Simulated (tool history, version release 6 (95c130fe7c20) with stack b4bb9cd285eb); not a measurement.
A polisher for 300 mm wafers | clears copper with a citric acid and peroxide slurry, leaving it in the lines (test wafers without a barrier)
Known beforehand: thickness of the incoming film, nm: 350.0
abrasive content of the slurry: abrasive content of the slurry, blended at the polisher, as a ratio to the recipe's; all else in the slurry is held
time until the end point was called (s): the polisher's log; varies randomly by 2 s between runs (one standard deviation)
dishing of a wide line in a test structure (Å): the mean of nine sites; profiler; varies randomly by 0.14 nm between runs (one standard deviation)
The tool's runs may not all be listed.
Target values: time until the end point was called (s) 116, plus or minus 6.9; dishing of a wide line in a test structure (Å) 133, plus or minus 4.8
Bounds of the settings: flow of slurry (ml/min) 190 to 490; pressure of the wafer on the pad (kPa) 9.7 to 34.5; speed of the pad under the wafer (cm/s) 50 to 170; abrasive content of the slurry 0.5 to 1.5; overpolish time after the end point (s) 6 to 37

run,hour,flow of slurry (ml/min),pressure of the wafer on the pad (kPa),speed of the pad under the wafer (cm/s),abrasive content of the slurry,overpolish time after the end point (s),time until the end point was called (s),dishing of a wide line in a test structure (Å)
1,0,315,22.1,110,1,19,130.62,344.22
2,6,315,20.7,112,1,17,134.71,307.64
3,12.5,350,20.7,112,1,17,132.94,311.45
4,20.8,325,20,112,1,15,134.2,262.73
5,26.8,325,20,134,1,15,115.84,307.01
6,31.6,305,18.6,138,1,14,118.01,283.18
7,33.5,215,12.4,168,0.75,6,163.41,92.424
8,35.9,230,13.1,168,0.7,6,158.8,95.275
9,38.3,245,13.8,168,0.65,6,156.64,100.23
10,44,235,14.5,168,0.65,6,148.09,102.52

Exactly one of the 5 candidate moves below puts every result within its allowed miss. Which one?
A,49.7,300,18.6,170,0.9,6,?,?
B,49.7,260,11,146,0.7,10,?,?
C,49.7,215,17.2,170,0.85,6,?,?
D,49.7,310,19.3,166,0.85,6,?,?
E,49.7,255,15.9,170,0.7,6,?,?

move,time until the end point was called (s),dishing of a wide line in a test structure (Å)
A,101.06,149.27
B,212.58,118.36
C,115.37,131.53
D,101.22,149.18
E,129.75,117.48
A: the result that was furthest off in the last run now lies on the other side of its target
B: moves away from the targets compared with the last run
C: every result within its allowed miss
D: the result that was furthest off in the last run now lies on the other side of its target
E: closes in on the targets versus the last run, not all within tolerance yet
Answer: C

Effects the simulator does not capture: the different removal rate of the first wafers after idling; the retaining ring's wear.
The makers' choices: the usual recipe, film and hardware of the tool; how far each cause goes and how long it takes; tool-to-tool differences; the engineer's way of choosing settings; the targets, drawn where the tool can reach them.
